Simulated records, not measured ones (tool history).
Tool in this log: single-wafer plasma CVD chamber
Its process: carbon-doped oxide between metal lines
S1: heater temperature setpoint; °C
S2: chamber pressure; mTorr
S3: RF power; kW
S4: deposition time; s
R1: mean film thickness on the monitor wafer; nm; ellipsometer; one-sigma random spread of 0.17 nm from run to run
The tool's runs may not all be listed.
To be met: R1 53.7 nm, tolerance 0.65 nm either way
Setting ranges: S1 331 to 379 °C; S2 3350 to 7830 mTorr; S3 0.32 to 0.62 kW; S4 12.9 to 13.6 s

| run | hour | S1 | S2 | S3 | S4 | R1 |
|---|---|---|---|---|---|---|
| 1 | 0 | 355 | 5590 | 0.47 | 13.6 | 72.102 |
| 2 | 4.8 | 355 | 5590 | 0.495 | 13.6 | 75.836 |
| 3 | 11 | 347 | 5590 | 0.495 | 13.6 | 77.874 |
| 4 | 16.2 | 355 | 5030 | 0.45 | 13.6 | 67.803 |
| 5 | 22.7 | 355 | 5030 | 0.45 | 13.6 | 67.687 |
| 6 | 27.5 | 361 | 4510 | 0.435 | 13.6 | 63.169 |
| 7 | 34.4 | 365 | 4150 | 0.425 | 13.6 | 60.472 |
| 8 | 43.1 | 377 | 3350 | 0.385 | 13.6 | 50.666 |
| 9 | 50.3 | 374 | 3390 | 0.385 | 13.6 | 50.96 |
| 10 | 52.7 | 371 | 3430 | 0.385 | 13.6 | 51.546 |
| 11 | 60.3 | 359 | 3860 | 0.39 | 13.6 | 54.739 |

Below are 4 possible settings for the next run. Only one of them brings all results inside the allowed miss of their targets. Which is it?
| A | 67.9 | 370 | 4750 | 0.395 | 13.6 | ? |
| B | 67.9 | 350 | 3980 | 0.4 | 13.1 | ? |
| C | 67.9 | 359 | 3370 | 0.405 | 13 | ? |
| D | 67.9 | 358 | 4720 | 0.39 | 13.4 | ? |

| move | R1 |
|---|---|
| A | 55.945 |
| B | 55.72 |
| C | 53.829 |
| D | 55.64 |
A: the biggest miss grows against the last run
B: the biggest miss grows against the last run
C: every result lands within tolerance
D: the biggest miss grows against the last run
C is the move that brings every result within its allowed miss.
